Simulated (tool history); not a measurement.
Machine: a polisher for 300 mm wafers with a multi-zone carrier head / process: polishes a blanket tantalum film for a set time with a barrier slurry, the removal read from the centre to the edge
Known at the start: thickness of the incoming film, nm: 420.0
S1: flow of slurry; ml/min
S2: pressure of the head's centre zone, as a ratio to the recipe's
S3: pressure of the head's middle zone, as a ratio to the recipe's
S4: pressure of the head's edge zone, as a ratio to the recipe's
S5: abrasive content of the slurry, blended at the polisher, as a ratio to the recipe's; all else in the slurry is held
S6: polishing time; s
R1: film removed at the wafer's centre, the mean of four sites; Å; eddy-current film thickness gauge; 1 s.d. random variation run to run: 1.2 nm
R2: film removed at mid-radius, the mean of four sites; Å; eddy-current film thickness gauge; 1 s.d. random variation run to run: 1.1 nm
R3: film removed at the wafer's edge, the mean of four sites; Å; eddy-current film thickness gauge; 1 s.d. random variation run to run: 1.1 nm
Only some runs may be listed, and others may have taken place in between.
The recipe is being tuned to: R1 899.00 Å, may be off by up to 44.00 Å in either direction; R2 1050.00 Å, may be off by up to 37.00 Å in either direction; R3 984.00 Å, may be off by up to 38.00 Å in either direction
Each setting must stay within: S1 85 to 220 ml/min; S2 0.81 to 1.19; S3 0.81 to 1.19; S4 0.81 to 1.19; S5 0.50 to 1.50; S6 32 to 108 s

| run | hour | S1 | S2 | S3 | S4 | S5 | S6 | R1 | R2 | R3 |
|---|---|---|---|---|---|---|---|---|---|---|
| 1 | 0.0 | 140 | 1.00 | 1.00 | 1.00 | 1.00 | 70 | 1378.60 | 1367.20 | 1340.80 |
| 2 | 4.5 | 135 | 0.96 | 1.00 | 0.97 | 0.90 | 69 | 1269.20 | 1324.10 | 1261.20 |
| 3 | 13.2 | 120 | 0.96 | 1.00 | 0.97 | 0.90 | 69 | 1210.30 | 1250.60 | 1251.40 |
| 4 | 17.5 | 120 | 0.94 | 1.00 | 0.95 | 0.80 | 67 | 1099.40 | 1161.20 | 1141.10 |
| 5 | 22.4 | 115 | 0.92 | 1.00 | 0.93 | 0.75 | 67 | 1030.90 | 1144.50 | 1118.90 |
| 6 | 30.2 | 115 | 0.92 | 0.95 | 0.93 | 0.75 | 67 | 1042.10 | 1114.60 | 1116.70 |
| 7 | 36.9 | 115 | 0.91 | 0.96 | 0.91 | 0.70 | 67 | 995.61 | 1106.90 | 1068.50 |
| 8 | 43.7 | 95 | 0.87 | 0.95 | 0.84 | 0.65 | 67 | 844.21 | 983.94 | 951.59 |
| 9 | 44.3 | 100 | 0.87 | 0.95 | 0.84 | 0.65 | 67 | 899.30 | 1001.80 | 985.08 |

Which one of the following 4 next-run settings gets every result inside its allowed miss? There is exactly one.
| A | 44.9 | 160 | 0.94 | 1.07 | 0.87 | 0.70 | 57 | ? | ? | ? |
| B | 44.9 | 115 | 0.97 | 1.10 | 0.81 | 0.60 | 65 | ? | ? | ? |
| C | 44.9 | 85 | 0.81 | 0.95 | 0.89 | 0.55 | 76 | ? | ? | ? |
| D | 44.9 | 100 | 0.88 | 1.02 | 0.85 | 0.60 | 69 | ? | ? | ? |

| move | R1 | R2 | R3 |
|---|---|---|---|
| A | 960.40 | 1060.80 | 935.37 |
| B | 975.40 | 1073.00 | 924.81 |
| C | 813.00 | 999.06 | 1011.20 |
| D | 892.87 | 1041.90 | 971.96 |
A: brings the result that was furthest off to its target, and leaves another outside
B: brings the result that was furthest off to its target, and leaves another outside
C: lands further from the targets than the last run did
D: every result within its allowed miss
Go with D: it meets all targets.

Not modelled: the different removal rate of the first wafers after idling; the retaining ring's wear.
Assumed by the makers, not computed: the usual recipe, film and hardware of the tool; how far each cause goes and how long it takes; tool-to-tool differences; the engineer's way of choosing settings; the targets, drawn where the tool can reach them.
